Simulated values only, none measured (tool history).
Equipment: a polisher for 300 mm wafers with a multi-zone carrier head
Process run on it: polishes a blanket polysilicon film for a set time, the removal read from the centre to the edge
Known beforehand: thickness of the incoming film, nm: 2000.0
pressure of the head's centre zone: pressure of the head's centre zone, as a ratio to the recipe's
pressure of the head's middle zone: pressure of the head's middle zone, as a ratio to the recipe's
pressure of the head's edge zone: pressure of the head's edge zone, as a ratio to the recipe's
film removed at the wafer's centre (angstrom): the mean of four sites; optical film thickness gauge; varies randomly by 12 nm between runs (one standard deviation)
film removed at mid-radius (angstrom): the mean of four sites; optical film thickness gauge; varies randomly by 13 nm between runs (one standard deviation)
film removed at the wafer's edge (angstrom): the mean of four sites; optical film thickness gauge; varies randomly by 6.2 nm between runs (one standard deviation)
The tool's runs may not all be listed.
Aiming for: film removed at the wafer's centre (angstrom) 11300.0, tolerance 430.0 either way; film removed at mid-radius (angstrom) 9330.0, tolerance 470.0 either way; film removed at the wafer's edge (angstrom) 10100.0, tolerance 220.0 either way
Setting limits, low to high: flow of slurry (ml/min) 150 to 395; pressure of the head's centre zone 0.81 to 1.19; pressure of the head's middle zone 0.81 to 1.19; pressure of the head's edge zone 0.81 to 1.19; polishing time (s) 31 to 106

run,hour,flow of slurry (ml/min),pressure of the head's centre zone,pressure of the head's middle zone,pressure of the head's edge zone,polishing time (s),film removed at the wafer's centre (angstrom),film removed at mid-radius (angstrom),film removed at the wafer's edge (angstrom)
1,0.0,250,1.00,1.00,1.00,68,7211.7,7254.1,7011.3
2,5.7,265,1.04,0.99,1.04,73,7958.7,7543.1,7681.7
3,7.0,240,1.04,0.99,1.04,73,7952.4,7608.6,7508.9
4,10.2,265,1.07,0.99,1.06,77,8660.5,8141.2,8065.7
5,12.0,280,1.09,0.97,1.09,81,9381.4,8424.9,8657.1
6,19.0,295,1.11,0.96,1.11,83,9798.2,8668.2,8935.4
7,24.8,300,1.12,0.95,1.13,85,10086.0,8985.6,9304.8
8,33.8,300,1.12,0.95,1.13,85,10229.0,8943.6,9363.7

Which single option among these 5 for the next run brings every result within its allowed miss of target? Just one does.
A,42.8,285,1.07,1.18,1.10,88,?,?,?
B,42.8,320,1.10,0.98,1.13,87,?,?,?
C,42.8,290,1.12,1.01,1.08,94,?,?,?
D,42.8,290,0.95,0.99,1.19,88,?,?,?
E,42.8,285,1.14,0.92,1.11,93,?,?,?

move,film removed at the wafer's centre (angstrom),film removed at mid-radius (angstrom),film removed at the wafer's edge (angstrom)
A,10084.0,11066.0,9409.4
B,10346.0,9424.4,9498.4
C,11284.0,10360.0,10012.0
D,8947.8,9543.8,9753.7
E,11338.0,9462.3,10015.0
A: misses by more than the last run did
B: nearer than the last run, and not there yet
C: meets the target for the result that was furthest off, but another lies outside its allowed miss
D: misses by more than the last run did
E: meets every target
Move E is the one to make.

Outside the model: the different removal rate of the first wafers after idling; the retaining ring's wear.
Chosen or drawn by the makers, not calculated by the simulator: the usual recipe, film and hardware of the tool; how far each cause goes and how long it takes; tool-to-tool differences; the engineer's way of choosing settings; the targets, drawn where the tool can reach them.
